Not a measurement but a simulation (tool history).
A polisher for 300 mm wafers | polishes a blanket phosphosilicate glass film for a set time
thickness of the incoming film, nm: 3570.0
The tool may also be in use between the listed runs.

run,hour,flow of slurry (ml/min),pressure of the wafer on the pad (psi),speed of the pad under the wafer (cm/s),abrasive content of the slurry,polishing time (s),film removed (Å)
1,0,295,2.8,126,1,28,2211.6
2,3.8,295,2.8,126,0.85,28,2031.6
3,4.5,235,2.8,126,0.85,28,1955.9
4,9.1,235,2.8,126,0.65,28,1656.9
5,12.2,230,2.6,126,0.65,28,1588.9
6,18.5,230,2.6,150,0.65,28,1807.5
7,23.7,225,2.3,150,0.65,28,1559.9

The next listed run, before its measurement:
8,30.8,220,2.1,150,0.65,28,?

Run 8 gave film removed (Å) 1463.9.
